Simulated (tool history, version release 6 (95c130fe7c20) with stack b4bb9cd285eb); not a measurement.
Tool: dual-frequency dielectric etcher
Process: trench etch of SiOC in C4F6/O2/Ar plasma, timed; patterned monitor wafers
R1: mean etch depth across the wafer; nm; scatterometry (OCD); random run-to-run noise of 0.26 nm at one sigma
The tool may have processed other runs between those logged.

{"run": 1, "hour": 0.0, "source power (kW)": 0.46, "bias power (kW)": 0.154, "etch time (s)": 21, "R1": 48.606}
{"run": 2, "hour": 5.2, "source power (kW)": 0.46, "bias power (kW)": 0.167, "etch time (s)": 21, "R1": 50.139}
{"run": 3, "hour": 13.6, "source power (kW)": 0.46, "bias power (kW)": 0.167, "etch time (s)": 21, "R1": 49.832}
{"run": 4, "hour": 20.1, "source power (kW)": 0.48, "bias power (kW)": 0.168, "etch time (s)": 21, "R1": 50.807}
{"run": 5, "hour": 23.4, "source power (kW)": 0.48, "bias power (kW)": 0.168, "etch time (s)": 21, "R1": 50.9}
{"run": 6, "hour": 31.3, "source power (kW)": 0.48, "bias power (kW)": 0.168, "etch time (s)": 21, "R1": 50.556}
{"run": 7, "hour": 35.5, "source power (kW)": 0.5, "bias power (kW)": 0.169, "etch time (s)": 21, "R1": 51.968}
{"run": 8, "hour": 42.6, "source power (kW)": 0.51, "bias power (kW)": 0.169, "etch time (s)": 21, "R1": 51.867}

Run 9 is up next; what results do you expect?
{"run": 9, "hour": 46.6, "source power (kW)": 0.52, "bias power (kW)": 0.17, "etch time (s)": 21, "R1": "?"}

R1: 52.333 nm
